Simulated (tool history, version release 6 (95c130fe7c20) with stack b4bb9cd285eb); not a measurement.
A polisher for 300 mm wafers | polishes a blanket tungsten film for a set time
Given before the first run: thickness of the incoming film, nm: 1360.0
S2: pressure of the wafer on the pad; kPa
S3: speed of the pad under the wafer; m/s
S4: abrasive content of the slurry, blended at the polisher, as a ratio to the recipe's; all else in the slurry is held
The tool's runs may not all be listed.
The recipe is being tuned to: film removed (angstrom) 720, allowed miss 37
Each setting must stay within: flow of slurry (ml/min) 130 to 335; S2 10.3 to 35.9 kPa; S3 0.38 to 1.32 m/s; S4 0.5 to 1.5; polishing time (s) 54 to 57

{"run": 1, "day": 0.0, "flow of slurry (ml/min)": 215, "S2": 22.8, "S3": 0.84, "S4": 1, "polishing time (s)": 54, "film removed (angstrom)": 1730.6}
{"run": 2, "day": 0.125, "flow of slurry (ml/min)": 215, "S2": 22.8, "S3": 0.84, "S4": 1, "polishing time (s)": 54, "film removed (angstrom)": 1722.6}
{"run": 3, "day": 0.212, "flow of slurry (ml/min)": 215, "S2": 22.8, "S3": 1.06, "S4": 1, "polishing time (s)": 54, "film removed (angstrom)": 2251.1}
{"run": 4, "day": 0.508, "flow of slurry (ml/min)": 215, "S2": 22.8, "S3": 1.06, "S4": 1, "polishing time (s)": 57, "film removed (angstrom)": 2349.1}
{"run": 5, "day": 0.675, "flow of slurry (ml/min)": 215, "S2": 22.8, "S3": 1.06, "S4": 1, "polishing time (s)": 54, "film removed (angstrom)": 2148.1}
{"run": 6, "day": 0.9, "flow of slurry (ml/min)": 210, "S2": 18.6, "S3": 0.9, "S4": 0.95, "polishing time (s)": 54, "film removed (angstrom)": 1585.6}
{"run": 7, "day": 1.167, "flow of slurry (ml/min)": 205, "S2": 15.9, "S3": 0.76, "S4": 0.95, "polishing time (s)": 54, "film removed (angstrom)": 1161.6}
{"run": 8, "day": 1.279, "flow of slurry (ml/min)": 205, "S2": 13.8, "S3": 0.7, "S4": 0.95, "polishing time (s)": 54, "film removed (angstrom)": 996.15}
{"run": 9, "day": 1.542, "flow of slurry (ml/min)": 205, "S2": 12.4, "S3": 0.66, "S4": 0.95, "polishing time (s)": 54, "film removed (angstrom)": 836.87}

Which of these 4 next moves meets every target?
{"run": "A", "day": 1.804, "flow of slurry (ml/min)": 195, "S2": 11, "S3": 0.62, "S4": 0.85, "polishing time (s)": 55, "film removed (angstrom)": "?"}
{"run": "B", "day": 1.804, "flow of slurry (ml/min)": 205, "S2": 11.7, "S3": 0.68, "S4": 0.85, "polishing time (s)": 54, "film removed (angstrom)": "?"}
{"run": "C", "day": 1.804, "flow of slurry (ml/min)": 215, "S2": 11.7, "S3": 0.5, "S4": 0.95, "polishing time (s)": 54, "film removed (angstrom)": "?"}
{"run": "D", "day": 1.804, "flow of slurry (ml/min)": 230, "S2": 10.3, "S3": 0.7, "S4": 1, "polishing time (s)": 54, "film removed (angstrom)": "?"}

move=A film_removed_(angstrom)=724.89
move=B film_removed_(angstrom)=817.62
move=C film_removed_(angstrom)=632.14
move=D film_removed_(angstrom)=818.17
A: every result within its allowed miss
B: nearer than the last run, and not there yet
C: the result that was furthest off in the last run now lies on the other side of its target
D: nearer than the last run, and not there yet
Correct choice: A, which meets every target
